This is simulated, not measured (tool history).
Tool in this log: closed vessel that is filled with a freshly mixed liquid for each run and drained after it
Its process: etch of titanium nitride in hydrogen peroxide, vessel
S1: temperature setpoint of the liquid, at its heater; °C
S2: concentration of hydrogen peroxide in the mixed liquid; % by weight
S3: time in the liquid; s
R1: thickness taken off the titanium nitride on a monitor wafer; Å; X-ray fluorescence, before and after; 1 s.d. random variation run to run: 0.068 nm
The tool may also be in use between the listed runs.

| run | hour | S1 | S2 | S3 | R1 |
|---|---|---|---|---|---|
| 1 | 0.0 | 52.0 | 21.5 | 160 | 148.510 |
| 2 | 0.7 | 49.5 | 21.5 | 160 | 123.870 |
| 3 | 6.6 | 49.5 | 21.5 | 160 | 125.340 |
| 4 | 7.9 | 49.5 | 19.5 | 160 | 121.280 |
| 5 | 9.0 | 48.0 | 19.5 | 160 | 110.370 |
| 6 | 16.9 | 46.5 | 19.5 | 160 | 96.832 |
| 7 | 19.5 | 45.5 | 19.5 | 160 | 92.491 |
| 8 | 21.4 | 44.5 | 19.5 | 160 | 85.375 |

Run 9 is up next; what results do you expect?
| 9 | 24.0 | 44.0 | 19.5 | 160 | ? |

Run 9 produced R1 81.719 Å.
